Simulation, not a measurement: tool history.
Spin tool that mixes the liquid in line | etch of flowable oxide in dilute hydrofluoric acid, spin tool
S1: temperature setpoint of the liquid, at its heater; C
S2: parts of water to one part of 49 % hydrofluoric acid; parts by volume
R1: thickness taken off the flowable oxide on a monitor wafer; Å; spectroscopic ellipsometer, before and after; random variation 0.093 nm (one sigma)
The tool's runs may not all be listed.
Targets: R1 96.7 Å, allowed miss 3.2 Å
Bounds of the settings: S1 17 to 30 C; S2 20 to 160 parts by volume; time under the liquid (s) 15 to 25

run 1 hour=0 | S1=22 S2=90 time_under_the_liquid_(s)=25 | R1=162.65
run 2 hour=7.1 | S1=21.5 S2=95 time_under_the_liquid_(s)=25 | R1=150.89
run 3 hour=14.2 | S1=21.5 S2=95 time_under_the_liquid_(s)=15 | R1=89.975
run 4 hour=15.3 | S1=21.5 S2=95 time_under_the_liquid_(s)=25 | R1=149.67
run 5 hour=18.6 | S1=21 S2=100 time_under_the_liquid_(s)=25 | R1=137.82
run 6 hour=24.7 | S1=20.5 S2=105 time_under_the_liquid_(s)=25 | R1=129.42
run 7 hour=31.6 | S1=20.5 S2=110 time_under_the_liquid_(s)=25 | R1=123.79
run 8 hour=38.5 | S1=20 S2=115 time_under_the_liquid_(s)=25 | R1=113.9
run 9 hour=43.3 | S1=19.5 S2=115 time_under_the_liquid_(s)=25 | R1=112.45
run 10 hour=48.2 | S1=19 S2=115 time_under_the_liquid_(s)=25 | R1=107.07
run 11 hour=54.9 | S1=18.5 S2=115 time_under_the_liquid_(s)=25 | R1=107.36

Which of these 4 next moves meets every target?
run A hour=61.6 | S1=18.5 S2=110 time_under_the_liquid_(s)=20 | R1=?
run B hour=61.6 | S1=19.5 S2=125 time_under_the_liquid_(s)=25 | R1=?
run C hour=61.6 | S1=17 S2=80 time_under_the_liquid_(s)=15 | R1=?
run D hour=61.6 | S1=20.5 S2=135 time_under_the_liquid_(s)=25 | R1=?

move=A R1=89.197
move=B R1=100.61
move=C R1=89.171
move=D R1=95.953
A: takes the result that was furthest off past its target
B: nearer than the last run, and not there yet
C: takes the result that was furthest off past its target
D: meets every target
Move D is the one to make.

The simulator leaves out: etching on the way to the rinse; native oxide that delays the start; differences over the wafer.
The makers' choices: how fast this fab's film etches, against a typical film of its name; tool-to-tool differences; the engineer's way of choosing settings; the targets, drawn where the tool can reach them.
